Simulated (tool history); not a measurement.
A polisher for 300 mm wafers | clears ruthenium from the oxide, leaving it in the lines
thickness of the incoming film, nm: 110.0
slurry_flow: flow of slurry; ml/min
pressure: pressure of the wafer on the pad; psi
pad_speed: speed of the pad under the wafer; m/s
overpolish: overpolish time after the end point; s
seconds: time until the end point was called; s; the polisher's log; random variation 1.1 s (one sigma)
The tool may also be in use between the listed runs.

| run | hour | slurry_flow | pressure | pad_speed | overpolish | seconds |
|---|---|---|---|---|---|---|
| 1 | 0.0 | 270 | 2.4 | 0.90 | 7 | 88.708 |
| 2 | 7.6 | 270 | 2.2 | 0.90 | 7 | 95.632 |
| 3 | 9.2 | 270 | 2.0 | 0.90 | 7 | 105.340 |
| 4 | 16.1 | 270 | 1.9 | 0.90 | 7 | 108.110 |
| 5 | 20.8 | 270 | 1.9 | 1.08 | 7 | 91.102 |
| 6 | 22.4 | 270 | 1.7 | 1.08 | 7 | 102.210 |

Run 7 comes next. What will it give?
| 7 | 29.2 | 270 | 1.6 | 1.08 | 7 | ? |

Run 7 gave seconds 109.640 s.
